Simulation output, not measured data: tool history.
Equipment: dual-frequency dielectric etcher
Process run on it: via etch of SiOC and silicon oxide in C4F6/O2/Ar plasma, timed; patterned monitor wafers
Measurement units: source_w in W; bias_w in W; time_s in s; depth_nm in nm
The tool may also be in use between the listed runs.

run  hour  source_w  bias_w  time_s  depth_nm
  1     0       360     220    71.5    84.565
  2   6.9       420     220    71.5    90.074
  3   9.9       460     220    71.5    93.063
  4  11.7       460     254    71.5     98.56
  5    14       410     248    71.5    93.422
  6  19.7       410     287    71.5    98.297
  7  28.4       370     276    71.5    93.791
  8  36.3       340     265    71.5    89.099

Forecast run 9:
  9    37       310     260    71.5         ?

{"run 9": {"depth_nm": 85.124}}
